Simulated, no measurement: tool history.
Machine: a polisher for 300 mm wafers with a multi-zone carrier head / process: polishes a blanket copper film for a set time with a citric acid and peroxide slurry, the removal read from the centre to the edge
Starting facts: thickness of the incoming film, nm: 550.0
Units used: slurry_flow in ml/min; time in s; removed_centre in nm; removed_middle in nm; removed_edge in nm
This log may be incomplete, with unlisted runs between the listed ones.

run    day  slurry_flow  centre_zone  middle_zone  edge_zone  slurry_solids  time  removed_centre  removed_middle  removed_edge
  1  0.000          135         1.00         1.00       1.00           1.00    57          143.77          143.98        145.41
  2  0.229          125         0.99         0.97       0.96           0.90    57          137.88          136.72        137.14
  3  0.321          115         0.97         0.93       0.94           0.85    57          130.12          123.37        131.17
  4  0.646          105         0.96         0.92       0.91           0.85    57          126.41          120.49        131.41
  5  0.954           85         0.96         0.92       0.91           0.85    57          120.39          116.93        126.01
  6  1.117           85         0.90         0.92       0.91           0.85    57          112.56          117.65        125.49

Run 7 comes next. What will it give?
  7  1.450           85         0.92         0.92       0.89           0.80    57               ?               ?             ?

removed_centre: 114.12 nm
removed_middle: 117.28 nm
removed_edge: 123.48 nm

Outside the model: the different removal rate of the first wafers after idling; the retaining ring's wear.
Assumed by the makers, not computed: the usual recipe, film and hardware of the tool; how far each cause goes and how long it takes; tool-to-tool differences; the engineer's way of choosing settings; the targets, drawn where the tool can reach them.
